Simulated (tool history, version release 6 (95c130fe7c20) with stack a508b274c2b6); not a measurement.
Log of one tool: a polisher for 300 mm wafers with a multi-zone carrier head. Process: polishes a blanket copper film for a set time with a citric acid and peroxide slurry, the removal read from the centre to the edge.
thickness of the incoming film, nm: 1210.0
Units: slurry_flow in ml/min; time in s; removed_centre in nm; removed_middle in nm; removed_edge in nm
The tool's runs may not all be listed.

run    day  slurry_flow  centre_zone  middle_zone  edge_zone  slurry_solids  time  removed_centre  removed_middle  removed_edge
  1  0.000          300         1.00         1.00       1.00           1.00    62         101.230          94.405       100.560
  2  0.188          300         1.00         1.00       1.00           1.15    62         105.480         101.040       104.760
  3  0.500          300         1.00         1.04       1.00           1.15    62         104.430         103.790       105.300
  4  0.696          300         0.97         1.05       0.97           1.05    61          97.447         101.810        97.837
  5  0.796          290         0.94         1.03       0.95           0.95    61          91.131          93.311        94.579
  6  1.004          295         0.92         1.04       0.93           0.90    61          88.869          93.708        93.411
  7  1.271          290         0.91         1.05       0.91           0.85    61          84.534          93.840        89.922
  8  1.392          285         0.91         1.04       0.89           0.80    61          82.525          88.802        86.156
  9  1.504          275         0.90         1.04       0.87           0.80    61          81.769          89.434        84.936
 10  1.621          265         0.89         1.03       0.86           0.80    61          80.530          87.230        85.368
 11  1.733          260         0.89         1.03       0.85           0.75    61          77.887          87.209        83.717

Forecast run 12:
 12  2.104          260         0.89         1.03       0.84           0.70    61               ?               ?             ?

removed_centre: 77.397 nm
removed_middle: 85.027 nm
removed_edge: 79.749 nm

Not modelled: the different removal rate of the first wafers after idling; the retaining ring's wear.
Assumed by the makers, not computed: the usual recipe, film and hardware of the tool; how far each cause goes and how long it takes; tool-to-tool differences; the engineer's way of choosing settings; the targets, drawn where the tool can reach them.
